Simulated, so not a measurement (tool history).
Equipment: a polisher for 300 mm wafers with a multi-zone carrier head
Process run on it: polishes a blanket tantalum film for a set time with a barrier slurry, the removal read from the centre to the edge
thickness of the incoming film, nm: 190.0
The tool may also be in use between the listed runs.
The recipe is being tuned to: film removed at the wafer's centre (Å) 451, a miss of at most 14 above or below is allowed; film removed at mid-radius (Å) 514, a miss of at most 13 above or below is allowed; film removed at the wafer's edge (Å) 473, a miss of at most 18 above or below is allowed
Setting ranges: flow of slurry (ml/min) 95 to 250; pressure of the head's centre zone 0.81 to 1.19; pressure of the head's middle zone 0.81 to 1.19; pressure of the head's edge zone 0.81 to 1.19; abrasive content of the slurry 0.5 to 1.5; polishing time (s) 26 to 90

run,hour,flow of slurry (ml/min),pressure of the head's centre zone,pressure of the head's middle zone,pressure of the head's edge zone,abrasive content of the slurry,polishing time (s),film removed at the wafer's centre (Å),film removed at mid-radius (Å),film removed at the wafer's edge (Å)
1,0,160,1,1,1,1,58,610.28,643.37,657.54
2,5.3,160,1,1,0.92,1,58,618.97,626,614.46
3,12.3,160,1,0.94,0.92,1,58,612.54,597.85,626.6
4,15.9,160,1.05,0.94,0.92,1,58,654.62,595.53,622.14
5,24.8,155,1.02,0.96,0.9,0.9,58,593.2,577.16,581.2
6,28.6,155,1.02,0.96,0.86,0.9,58,604.61,580.66,574.29
7,36.6,135,0.92,1.03,0.81,0.65,55,399.38,447.27,422.13
8,41.3,145,0.92,1.03,0.82,0.65,55,405.31,467.34,422.71
9,49,150,0.92,1.02,0.84,0.65,55,402.73,457.23,428.83
10,51.1,160,0.93,1.02,0.86,0.65,55,421.17,464.44,432.84
11,56.5,160,0.93,1.02,0.86,0.65,55,416.17,463.42,436.93
12,57.2,165,0.94,1.03,0.88,0.65,55,431.58,472.63,450.92
13,63.3,170,0.94,1.04,0.89,0.65,55,425.91,473.36,448.56
14,64.6,175,0.94,1.05,0.9,0.65,55,420.38,480.35,453.8
15,71.5,180,0.95,1.06,0.9,0.65,55,433.06,484.23,461.18
16,75.1,185,0.95,1.07,0.9,0.65,55,429.13,498.15,456.5
17,80.2,190,0.95,1.07,0.9,0.65,55,439.98,498.01,452.31
18,80.9,190,0.95,1.07,0.91,0.65,55,439.1,492.12,458.8
19,84.8,190,0.95,1.08,0.92,0.65,55,431.13,502.06,458.22

Which one of the following 5 next-run settings gets every result inside its allowed miss? There is exactly one.
A,88.7,175,0.92,1.16,1.07,0.65,53,?,?,?
B,88.7,145,1.08,1.07,0.93,0.6,59,?,?,?
C,88.7,170,0.93,1.05,0.86,0.65,59,?,?,?
D,88.7,160,0.96,1.1,0.82,0.7,53,?,?,?
E,88.7,205,0.92,1.14,0.96,0.7,52,?,?,?

move,film removed at the wafer's centre (Å),film removed at mid-radius (Å),film removed at the wafer's edge (Å)
A,402.22,502.87,481.89
B,467.83,466.11,452.1
C,450.05,511.82,482.85
D,440.51,505.22,449.44
E,431.58,530.3,486.45
A: lands further from the targets than the last run did
B: takes the result that was furthest off past its target
C: every result lands within tolerance
D: gets the furthest-off result to its target, but another result is out of tolerance
E: just as far off the targets as the last run
So the answer is move C, the one that meets all the targets.
